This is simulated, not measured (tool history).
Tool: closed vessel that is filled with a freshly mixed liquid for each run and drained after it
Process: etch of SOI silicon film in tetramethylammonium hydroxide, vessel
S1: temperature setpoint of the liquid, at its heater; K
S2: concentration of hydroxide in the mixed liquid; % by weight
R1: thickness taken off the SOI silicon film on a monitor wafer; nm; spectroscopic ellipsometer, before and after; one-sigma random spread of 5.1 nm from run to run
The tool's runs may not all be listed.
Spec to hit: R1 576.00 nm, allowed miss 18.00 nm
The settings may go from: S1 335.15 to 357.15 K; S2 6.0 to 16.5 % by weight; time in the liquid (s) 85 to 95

Run 1, hour 0.0: S1 348.15 K, S2 11.0 % by weight, time in the liquid (s) 85. Result: R1 886.27 nm.
Run 2, hour 5.0: S1 344.15 K, S2 11.0 % by weight, time in the liquid (s) 85. Result: R1 705.29 nm.
Run 3, hour 6.9: S1 344.15 K, S2 11.0 % by weight, time in the liquid (s) 95. Result: R1 792.70 nm.
Run 4, hour 13.6: S1 342.65 K, S2 11.0 % by weight, time in the liquid (s) 95. Result: R1 722.50 nm.
Run 5, hour 19.7: S1 341.65 K, S2 11.0 % by weight, time in the liquid (s) 95. Result: R1 663.15 nm.
Run 6, hour 23.4: S1 341.65 K, S2 11.0 % by weight, time in the liquid (s) 95. Result: R1 669.14 nm.
Run 7, hour 25.5: S1 341.65 K, S2 11.0 % by weight, time in the liquid (s) 95. Result: R1 675.10 nm.
Run 8, hour 34.2: S1 341.15 K, S2 11.0 % by weight, time in the liquid (s) 95. Result: R1 655.05 nm.
Run 9, hour 38.8: S1 340.65 K, S2 11.0 % by weight, time in the liquid (s) 95. Result: R1 636.92 nm.

Next run, 4 choices. One meets every target within its allowed miss, the rest don't. Which?
Run A, hour 43.4: S1 339.15 K, S2 9.5 % by weight, time in the liquid (s) 95. Result: R1 ?.
Run B, hour 43.4: S1 339.15 K, S2 10.0 % by weight, time in the liquid (s) 85. Result: R1 ?.
Run C, hour 43.4: S1 341.15 K, S2 10.5 % by weight, time in the liquid (s) 90. Result: R1 ?.
Run D, hour 43.4: S1 343.65 K, S2 16.0 % by weight, time in the liquid (s) 85. Result: R1 ?.

move      R1
   A  611.76
   B  536.07
   C  629.51
   D  576.71
A: gains on the last run, yet a result remains outside its allowed miss
B: takes the biggest miss from the last run beyond its target
C: gains on the last run, yet a result remains outside its allowed miss
D: every result within its allowed miss
Go with D: it meets all targets.
